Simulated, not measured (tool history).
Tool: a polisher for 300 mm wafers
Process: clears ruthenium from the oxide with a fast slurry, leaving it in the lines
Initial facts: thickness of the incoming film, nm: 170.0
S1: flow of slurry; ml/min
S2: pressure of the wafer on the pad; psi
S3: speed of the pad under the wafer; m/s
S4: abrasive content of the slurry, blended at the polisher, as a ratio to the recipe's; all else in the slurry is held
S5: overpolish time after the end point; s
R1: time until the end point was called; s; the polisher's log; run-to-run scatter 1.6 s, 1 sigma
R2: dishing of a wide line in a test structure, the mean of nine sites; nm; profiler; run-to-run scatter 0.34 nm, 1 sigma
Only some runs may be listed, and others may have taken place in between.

run,hour,S1,S2,S3,S4,S5,R1,R2
1,0,150,1.7,1.18,1,21,50.224,56.222
2,4.9,150,1.7,1,1,21,60.251,48.558
3,10.7,150,1.7,1,1.2,21,56.374,51.942
4,18.6,150,1.6,0.98,1.2,20,58.122,47.224
5,24.8,150,1.5,0.94,1.2,20,67.232,43.375
6,28.7,120,1.5,0.94,1.2,20,68.819,41.589
7,32.9,120,1.4,0.94,1.2,19,75.653,37.978

The next listed run, before its measurement:
8,36.6,125,1.3,0.94,1.2,18,?,?

R1: 78.331 s
R2: 33.938 nm

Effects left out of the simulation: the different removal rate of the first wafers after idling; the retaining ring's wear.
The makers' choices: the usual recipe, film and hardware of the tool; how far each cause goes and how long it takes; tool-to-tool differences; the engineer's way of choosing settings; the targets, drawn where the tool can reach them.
